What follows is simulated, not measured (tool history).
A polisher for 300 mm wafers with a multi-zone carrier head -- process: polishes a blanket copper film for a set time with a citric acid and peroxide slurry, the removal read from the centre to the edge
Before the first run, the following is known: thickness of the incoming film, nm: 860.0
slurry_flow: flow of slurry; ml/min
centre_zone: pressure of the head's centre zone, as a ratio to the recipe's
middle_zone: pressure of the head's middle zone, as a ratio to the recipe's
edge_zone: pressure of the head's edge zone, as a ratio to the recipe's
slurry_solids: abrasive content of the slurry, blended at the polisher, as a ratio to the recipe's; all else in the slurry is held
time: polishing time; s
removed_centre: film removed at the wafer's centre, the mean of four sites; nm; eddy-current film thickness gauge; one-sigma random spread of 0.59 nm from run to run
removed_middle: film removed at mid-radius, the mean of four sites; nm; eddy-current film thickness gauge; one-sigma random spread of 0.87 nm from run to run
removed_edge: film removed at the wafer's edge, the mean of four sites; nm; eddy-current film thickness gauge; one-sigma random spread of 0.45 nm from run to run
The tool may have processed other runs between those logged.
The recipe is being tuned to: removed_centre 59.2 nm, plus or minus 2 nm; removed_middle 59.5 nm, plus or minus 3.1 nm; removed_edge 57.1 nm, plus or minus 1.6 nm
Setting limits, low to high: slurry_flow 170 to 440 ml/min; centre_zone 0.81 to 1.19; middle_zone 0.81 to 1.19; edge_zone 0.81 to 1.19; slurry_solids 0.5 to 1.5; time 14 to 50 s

| run | day | slurry_flow | centre_zone | middle_zone | edge_zone | slurry_solids | time | removed_centre | removed_middle | removed_edge |
|---|---|---|---|---|---|---|---|---|---|---|
| 1 | 0 | 280 | 1 | 1 | 1 | 1 | 32 | 42.074 | 43.28 | 45.365 |
| 2 | 0.025 | 285 | 1.02 | 1.02 | 1.02 | 1.1 | 32 | 45.088 | 44.435 | 45.425 |
| 3 | 0.171 | 310 | 1.02 | 1.02 | 1.02 | 1.1 | 32 | 43.896 | 45.975 | 46.149 |
| 4 | 0.496 | 310 | 1.02 | 1.02 | 1.02 | 1.1 | 39 | 55.074 | 55.552 | 56.33 |
| 5 | 0.538 | 310 | 1.02 | 1.02 | 1.02 | 1 | 39 | 53.536 | 53.92 | 55.137 |
| 6 | 0.904 | 250 | 1.02 | 1.02 | 1.02 | 1 | 39 | 51.607 | 52.222 | 53.723 |
| 7 | 1.221 | 265 | 1.03 | 1.03 | 1.02 | 1 | 39 | 53.45 | 54.477 | 54.448 |
| 8 | 1.346 | 270 | 1.04 | 1.04 | 1.03 | 1 | 39 | 54.638 | 54.061 | 55.436 |
| 9 | 1.458 | 280 | 1.04 | 1.05 | 1.03 | 1 | 39 | 54.217 | 54.395 | 55.561 |
| 10 | 1.738 | 285 | 1.05 | 1.06 | 1.03 | 1 | 39 | 55.222 | 55.891 | 55.392 |

Exercise: of the 4 proposed moves below, exactly one satisfies all targets within the stated allowed misses. Which move is it?
| A | 2.017 | 265 | 1.06 | 1.06 | 0.97 | 1.1 | 41 | ? | ? | ? |
| B | 2.017 | 375 | 1.05 | 1.19 | 0.98 | 0.95 | 39 | ? | ? | ? |
| C | 2.017 | 305 | 1 | 1.02 | 1.1 | 0.9 | 39 | ? | ? | ? |
| D | 2.017 | 365 | 1.05 | 1.06 | 1.09 | 0.75 | 43 | ? | ? | ? |

| move | removed_centre | removed_middle | removed_edge |
|---|---|---|---|
| A | 59.334 | 58.011 | 56.882 |
| B | 56.761 | 61.255 | 54.453 |
| C | 52.432 | 52.66 | 56.539 |
| D | 60.213 | 59.237 | 61.143 |
A: meets every target
B: nearer the targets than the last run, but a result is still out of spec
C: the biggest miss grows against the last run
D: puts the biggest miss on target and leaves a different result outside tolerance
A meets every target.

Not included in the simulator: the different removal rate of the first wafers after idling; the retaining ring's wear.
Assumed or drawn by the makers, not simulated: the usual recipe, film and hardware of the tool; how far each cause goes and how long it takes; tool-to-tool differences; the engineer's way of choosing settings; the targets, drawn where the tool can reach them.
